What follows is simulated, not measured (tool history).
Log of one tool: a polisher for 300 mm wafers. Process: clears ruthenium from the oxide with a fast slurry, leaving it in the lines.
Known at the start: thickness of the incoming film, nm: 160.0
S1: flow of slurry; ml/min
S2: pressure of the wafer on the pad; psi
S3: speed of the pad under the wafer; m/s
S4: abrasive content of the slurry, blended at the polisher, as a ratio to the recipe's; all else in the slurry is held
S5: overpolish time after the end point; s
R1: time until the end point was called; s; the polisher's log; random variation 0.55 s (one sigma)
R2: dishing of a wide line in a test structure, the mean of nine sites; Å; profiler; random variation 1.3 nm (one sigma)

| run | hour | S1 | S2 | S3 | S4 | S5 | R1 | R2 |
|---|---|---|---|---|---|---|---|---|
| 1 | 0.0 | 170 | 2.9 | 0.94 | 1.00 | 24 | 45.321 | 539.93 |
| 2 | 8.0 | 170 | 3.2 | 0.94 | 1.00 | 26 | 41.716 | 604.30 |
| 3 | 16.6 | 170 | 3.2 | 0.94 | 1.00 | 18 | 41.945 | 477.75 |
| 4 | 24.3 | 170 | 3.2 | 0.94 | 0.85 | 18 | 44.604 | 461.98 |
| 5 | 32.9 | 170 | 3.5 | 0.96 | 0.85 | 22 | 39.578 | 556.69 |
| 6 | 38.0 | 170 | 3.7 | 0.96 | 0.85 | 25 | 38.013 | 610.95 |
| 7 | 41.3 | 170 | 3.9 | 0.98 | 0.85 | 27 | 37.206 | 686.55 |
| 8 | 45.0 | 170 | 4.1 | 1.00 | 0.85 | 28 | 34.661 | 695.74 |
| 9 | 52.7 | 170 | 4.1 | 1.00 | 0.85 | 28 | 34.065 | 721.64 |
| 10 | 54.4 | 170 | 4.2 | 1.00 | 0.85 | 29 | 34.670 | 712.62 |
| 11 | 57.0 | 170 | 4.3 | 1.02 | 0.85 | 30 | 33.435 | 773.40 |
| 12 | 62.6 | 170 | 4.4 | 1.02 | 0.85 | 30 | 31.246 | 752.69 |

Forecast run 13:
| 13 | 63.9 | 170 | 4.4 | 1.02 | 0.85 | 30 | ? | ? |

{"run 13": {"R1": 32.234, "R2": 759.74}}
